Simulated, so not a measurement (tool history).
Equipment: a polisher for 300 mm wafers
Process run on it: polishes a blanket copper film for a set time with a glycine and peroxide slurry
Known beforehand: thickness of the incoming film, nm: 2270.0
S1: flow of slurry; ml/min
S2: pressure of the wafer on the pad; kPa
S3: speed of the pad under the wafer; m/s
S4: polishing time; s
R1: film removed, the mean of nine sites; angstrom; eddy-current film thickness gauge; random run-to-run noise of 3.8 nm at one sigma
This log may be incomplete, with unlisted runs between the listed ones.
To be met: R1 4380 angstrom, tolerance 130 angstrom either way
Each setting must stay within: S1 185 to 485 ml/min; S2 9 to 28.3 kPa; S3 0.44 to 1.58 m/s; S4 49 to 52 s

{"run": 1, "hour": 0.0, "S1": 310, "S2": 18.6, "S3": 1, "S4": 49, "R1": 2600.2}
{"run": 2, "hour": 0.8, "S1": 310, "S2": 20, "S3": 1.02, "S4": 49, "R1": 2841.2}
{"run": 3, "hour": 3.0, "S1": 310, "S2": 20, "S3": 1.02, "S4": 52, "R1": 2961.4}
{"run": 4, "hour": 4.1, "S1": 310, "S2": 20, "S3": 0.76, "S4": 52, "R1": 2357.3}
{"run": 5, "hour": 7.2, "S1": 310, "S2": 17.9, "S3": 0.76, "S4": 52, "R1": 2187.7}
{"run": 6, "hour": 14.5, "S1": 310, "S2": 15.2, "S3": 0.76, "S4": 52, "R1": 1933.5}
{"run": 7, "hour": 22.7, "S1": 310, "S2": 16.5, "S3": 0.8, "S4": 52, "R1": 2124.9}
{"run": 8, "hour": 24.6, "S1": 310, "S2": 17.9, "S3": 0.82, "S4": 52, "R1": 2298.2}
{"run": 9, "hour": 31.7, "S1": 325, "S2": 22.8, "S3": 1.08, "S4": 52, "R1": 3501.5}

4 next moves are on the table. One of them brings every result within its allowed miss. Which?
{"run": "A", "hour": 38.8, "S1": 290, "S2": 28.3, "S3": 1.12, "S4": 52, "R1": "?"}
{"run": "B", "hour": 38.8, "S1": 320, "S2": 20.7, "S3": 0.82, "S4": 49, "R1": "?"}
{"run": "C", "hour": 38.8, "S1": 315, "S2": 25.5, "S3": 1.12, "S4": 52, "R1": "?"}
{"run": "D", "hour": 38.8, "S1": 305, "S2": 24.1, "S3": 0.98, "S4": 49, "R1": "?"}

move=A R1=4352
move=B R1=2434.6
move=C R1=4003.8
move=D R1=3195.6
A: every result lands within tolerance
B: lands further from the targets than the last run did
C: an improvement on the last run, though not all results are within tolerance
D: lands further from the targets than the last run did
A meets every target.
